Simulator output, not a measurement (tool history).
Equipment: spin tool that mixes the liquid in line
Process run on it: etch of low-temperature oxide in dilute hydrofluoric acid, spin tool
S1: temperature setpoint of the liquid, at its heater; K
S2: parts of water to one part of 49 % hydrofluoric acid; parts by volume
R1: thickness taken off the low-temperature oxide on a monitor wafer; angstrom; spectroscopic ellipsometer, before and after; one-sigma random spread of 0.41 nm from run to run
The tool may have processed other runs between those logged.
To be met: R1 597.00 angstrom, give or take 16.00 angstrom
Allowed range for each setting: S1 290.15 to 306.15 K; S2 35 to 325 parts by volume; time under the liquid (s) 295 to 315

Run 1, day 0.000: S1 298.15 K, S2 180 parts by volume, time under the liquid (s) 295. Result: R1 303.74 angstrom.
Run 2, day 0.121: S1 299.15 K, S2 175 parts by volume, time under the liquid (s) 295. Result: R1 323.69 angstrom.
Run 3, day 0.171: S1 299.15 K, S2 155 parts by volume, time under the liquid (s) 295. Result: R1 376.56 angstrom.
Run 4, day 0.521: S1 297.15 K, S2 155 parts by volume, time under the liquid (s) 295. Result: R1 348.29 angstrom.
Run 5, day 0.888: S1 297.15 K, S2 155 parts by volume, time under the liquid (s) 295. Result: R1 349.04 angstrom.
Run 6, day 1.083: S1 298.15 K, S2 150 parts by volume, time under the liquid (s) 295. Result: R1 375.98 angstrom.
Run 7, day 1.104: S1 299.15 K, S2 145 parts by volume, time under the liquid (s) 295. Result: R1 407.39 angstrom.
Run 8, day 1.438: S1 300.15 K, S2 145 parts by volume, time under the liquid (s) 295. Result: R1 424.99 angstrom.

Below are 4 possible settings for the next run. Only one of them brings all results inside the allowed miss of their targets. Which is it?
Run A, day 1.771: S1 299.15 K, S2 185 parts by volume, time under the liquid (s) 295. Result: R1 ?.
Run B, day 1.771: S1 301.15 K, S2 165 parts by volume, time under the liquid (s) 300. Result: R1 ?.
Run C, day 1.771: S1 300.15 K, S2 115 parts by volume, time under the liquid (s) 315. Result: R1 ?.
Run D, day 1.771: S1 298.65 K, S2 175 parts by volume, time under the liquid (s) 315. Result: R1 ?.

move      R1
   A  304.51
   B  382.39
   C  591.04
   D  341.36
A: further off than the last run
B: further off than the last run
C: in spec on every target
D: further off than the last run
Move C is the one to make.
